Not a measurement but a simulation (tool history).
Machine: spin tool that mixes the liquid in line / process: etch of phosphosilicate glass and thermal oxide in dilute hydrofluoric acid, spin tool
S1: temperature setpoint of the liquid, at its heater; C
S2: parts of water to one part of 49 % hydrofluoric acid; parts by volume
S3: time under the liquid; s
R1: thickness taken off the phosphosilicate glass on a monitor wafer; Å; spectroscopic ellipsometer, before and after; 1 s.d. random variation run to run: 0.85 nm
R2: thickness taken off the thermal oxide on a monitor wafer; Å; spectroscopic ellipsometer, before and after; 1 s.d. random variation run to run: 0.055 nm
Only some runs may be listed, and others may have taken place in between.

run 1 hour=0.0 | S1=24.0 S2=80 S3=40 | R1=455.17 R2=26.105
run 2 hour=6.4 | S1=26.5 S2=70 S3=40 | R1=581.09 R2=32.703
run 3 hour=9.9 | S1=26.5 S2=50 S3=40 | R1=843.97 R2=48.013
run 4 hour=14.3 | S1=26.5 S2=50 S3=30 | R1=631.23 R2=35.845
run 5 hour=17.0 | S1=26.5 S2=75 S3=30 | R1=405.48 R2=23.199
run 6 hour=20.0 | S1=26.5 S2=75 S3=25 | R1=336.94 R2=19.223
run 7 hour=24.6 | S1=28.0 S2=60 S3=25 | R1=462.58 R2=25.806
run 8 hour=29.6 | S1=31.0 S2=30 S3=30 | R1=1268.50 R2=72.829

What will run 9 give?
run 9 hour=35.5 | S1=31.0 S2=30 S3=30 | R1=? R2=?

{"run 9": {"R1": 1305.8, "R2": 72.837}}
